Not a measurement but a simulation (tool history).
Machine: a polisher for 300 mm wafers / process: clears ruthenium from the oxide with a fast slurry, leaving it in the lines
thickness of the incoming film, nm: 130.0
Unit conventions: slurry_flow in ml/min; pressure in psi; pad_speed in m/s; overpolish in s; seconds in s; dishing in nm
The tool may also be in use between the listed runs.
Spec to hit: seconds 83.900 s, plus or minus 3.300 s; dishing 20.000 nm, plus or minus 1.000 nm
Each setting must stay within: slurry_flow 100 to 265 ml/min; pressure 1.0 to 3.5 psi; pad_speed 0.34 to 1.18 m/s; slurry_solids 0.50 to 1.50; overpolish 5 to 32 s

Run 1, hour 0.0: slurry_flow 170 ml/min, pressure 2.2 psi, pad_speed 0.76 m/s, slurry_solids 1.00, overpolish 16 s. Result: seconds 57.893 s, dishing 29.276 nm.
Run 2, hour 7.2: slurry_flow 170 ml/min, pressure 2.2 psi, pad_speed 0.76 m/s, slurry_solids 1.00, overpolish 9 s. Result: seconds 56.936 s, dishing 16.933 nm.
Run 3, hour 9.1: slurry_flow 170 ml/min, pressure 2.7 psi, pad_speed 0.76 m/s, slurry_solids 1.00, overpolish 9 s. Result: seconds 47.472 s, dishing 19.935 nm.
Run 4, hour 17.1: slurry_flow 170 ml/min, pressure 2.7 psi, pad_speed 0.84 m/s, slurry_solids 1.00, overpolish 9 s. Result: seconds 43.621 s, dishing 21.235 nm.
Run 5, hour 18.4: slurry_flow 170 ml/min, pressure 2.5 psi, pad_speed 0.84 m/s, slurry_solids 1.00, overpolish 10 s. Result: seconds 47.301 s, dishing 21.829 nm.
Run 6, hour 19.1: slurry_flow 170 ml/min, pressure 2.5 psi, pad_speed 0.96 m/s, slurry_solids 1.00, overpolish 10 s. Result: seconds 42.670 s, dishing 24.509 nm.
Run 7, hour 25.9: slurry_flow 145 ml/min, pressure 1.9 psi, pad_speed 0.96 m/s, slurry_solids 0.95, overpolish 18 s. Result: seconds 58.250 s, dishing 30.968 nm.
Run 8, hour 29.0: slurry_flow 145 ml/min, pressure 1.8 psi, pad_speed 0.96 m/s, slurry_solids 0.95, overpolish 18 s. Result: seconds 62.222 s, dishing 30.029 nm.
Run 9, hour 34.2: slurry_flow 145 ml/min, pressure 1.7 psi, pad_speed 0.96 m/s, slurry_solids 0.95, overpolish 18 s. Result: seconds 64.797 s, dishing 28.728 nm.
Run 10, hour 39.9: slurry_flow 145 ml/min, pressure 1.1 psi, pad_speed 0.96 m/s, slurry_solids 0.95, overpolish 16 s. Result: seconds 91.657 s, dishing 18.720 nm.

Which of these 4 next moves meets every target?
Run A, hour 45.6: slurry_flow 145 ml/min, pressure 1.0 psi, pad_speed 0.92 m/s, slurry_solids 0.95, overpolish 18 s. Result: seconds ?, dishing ?.
Run B, hour 45.6: slurry_flow 140 ml/min, pressure 1.1 psi, pad_speed 0.96 m/s, slurry_solids 0.75, overpolish 19 s. Result: seconds ?, dishing ?.
Run C, hour 45.6: slurry_flow 135 ml/min, pressure 1.0 psi, pad_speed 0.86 m/s, slurry_solids 1.00, overpolish 21 s. Result: seconds ?, dishing ?.
Run D, hour 45.6: slurry_flow 145 ml/min, pressure 1.0 psi, pad_speed 1.10 m/s, slurry_solids 1.10, overpolish 16 s. Result: seconds ?, dishing ?.

move  seconds  dishing
   A  101.780   18.203
   B  104.190   18.743
   C  105.620   20.355
   D   83.758   19.594
A: lands further from the targets than the last run did
B: lands further from the targets than the last run did
C: lands further from the targets than the last run did
D: every result within its allowed miss
The right move is D.
